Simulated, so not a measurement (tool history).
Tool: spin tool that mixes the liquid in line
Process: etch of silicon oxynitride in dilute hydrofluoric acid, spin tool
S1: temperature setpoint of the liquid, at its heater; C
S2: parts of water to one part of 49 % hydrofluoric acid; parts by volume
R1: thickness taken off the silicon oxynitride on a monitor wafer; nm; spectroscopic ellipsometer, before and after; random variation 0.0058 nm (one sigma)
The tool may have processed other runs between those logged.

run 1 day=0.000 | S1=26.0 S2=225 time_under_the_liquid_(s)=60 | R1=0.99161
run 2 day=0.200 | S1=26.0 S2=225 time_under_the_liquid_(s)=35 | R1=0.57114
run 3 day=0.442 | S1=26.0 S2=225 time_under_the_liquid_(s)=35 | R1=0.57710
run 4 day=0.508 | S1=26.0 S2=145 time_under_the_liquid_(s)=35 | R1=0.94757
run 5 day=0.596 | S1=26.0 S2=175 time_under_the_liquid_(s)=35 | R1=0.76651
run 6 day=0.804 | S1=26.0 S2=175 time_under_the_liquid_(s)=60 | R1=1.32740
run 7 day=0.992 | S1=24.5 S2=185 time_under_the_liquid_(s)=60 | R1=1.16490

Forecast run 8:
run 8 day=1.221 | S1=25.5 S2=200 time_under_the_liquid_(s)=60 | R1=?

R1: 1.12630 nm

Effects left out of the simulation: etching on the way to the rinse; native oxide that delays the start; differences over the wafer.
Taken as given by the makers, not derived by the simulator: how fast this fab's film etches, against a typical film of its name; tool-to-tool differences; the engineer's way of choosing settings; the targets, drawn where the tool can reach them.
